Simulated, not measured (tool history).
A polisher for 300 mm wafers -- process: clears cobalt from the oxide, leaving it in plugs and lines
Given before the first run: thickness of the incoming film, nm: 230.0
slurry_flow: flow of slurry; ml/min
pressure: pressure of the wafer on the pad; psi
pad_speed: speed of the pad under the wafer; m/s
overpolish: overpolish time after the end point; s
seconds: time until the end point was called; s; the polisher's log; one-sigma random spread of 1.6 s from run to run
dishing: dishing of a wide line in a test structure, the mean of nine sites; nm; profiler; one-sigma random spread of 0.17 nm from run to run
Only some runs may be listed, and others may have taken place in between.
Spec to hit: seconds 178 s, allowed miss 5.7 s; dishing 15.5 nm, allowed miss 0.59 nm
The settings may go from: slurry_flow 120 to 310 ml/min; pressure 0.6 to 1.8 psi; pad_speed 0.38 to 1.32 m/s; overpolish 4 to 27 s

run 1 hour=0 | slurry_flow=200 pressure=1.2 pad_speed=0.84 overpolish=14 | seconds=116.99 dishing=23.861
run 2 hour=5.1 | slurry_flow=200 pressure=1.2 pad_speed=0.84 overpolish=8 | seconds=117.04 dishing=14.602
run 3 hour=13.2 | slurry_flow=170 pressure=1.2 pad_speed=0.84 overpolish=8 | seconds=120.08 dishing=14.218
run 4 hour=13.9 | slurry_flow=130 pressure=1.2 pad_speed=0.84 overpolish=8 | seconds=127.72 dishing=13.432
run 5 hour=15.4 | slurry_flow=155 pressure=1.2 pad_speed=0.84 overpolish=8 | seconds=121.22 dishing=13.986
run 6 hour=21.8 | slurry_flow=150 pressure=1.1 pad_speed=0.84 overpolish=10 | seconds=134.12 dishing=15.835
-- hour=25 worn pad replaced by a new one
run 7 hour=25 | slurry_flow=145 pressure=1 pad_speed=0.84 overpolish=10 | seconds=141.68 dishing=15.178
run 8 hour=33.7 | slurry_flow=140 pressure=0.9 pad_speed=0.84 overpolish=11 | seconds=157.21 dishing=14.944
run 9 hour=40 | slurry_flow=135 pressure=0.9 pad_speed=0.84 overpolish=11 | seconds=158.42 dishing=14.708

Of the 5 settings listed for the next run, only one would bring every result within its allowed miss of target. Which one?
run A hour=46.3 | slurry_flow=135 pressure=0.7 pad_speed=0.96 overpolish=14 | seconds=? dishing=?
run B hour=46.3 | slurry_flow=125 pressure=0.8 pad_speed=0.86 overpolish=14 | seconds=? dishing=?
run C hour=46.3 | slurry_flow=120 pressure=0.7 pad_speed=0.98 overpolish=12 | seconds=? dishing=?
run D hour=46.3 | slurry_flow=125 pressure=0.7 pad_speed=0.98 overpolish=14 | seconds=? dishing=?
run E hour=46.3 | slurry_flow=170 pressure=1 pad_speed=0.62 overpolish=13 | seconds=? dishing=?

move=A seconds=177.87 dishing=16.423
move=B seconds=176.01 dishing=16.576
move=C seconds=179.75 dishing=14.151
move=D seconds=177.87 dishing=16.422
move=E seconds=176.98 dishing=15.437
A: meets the target for the result that was furthest off, but another lies outside its allowed miss
B: meets the target for the result that was furthest off, but another lies outside its allowed miss
C: meets the target for the result that was furthest off, but another lies outside its allowed miss
D: meets the target for the result that was furthest off, but another lies outside its allowed miss
E: in spec on every target
E meets every target.
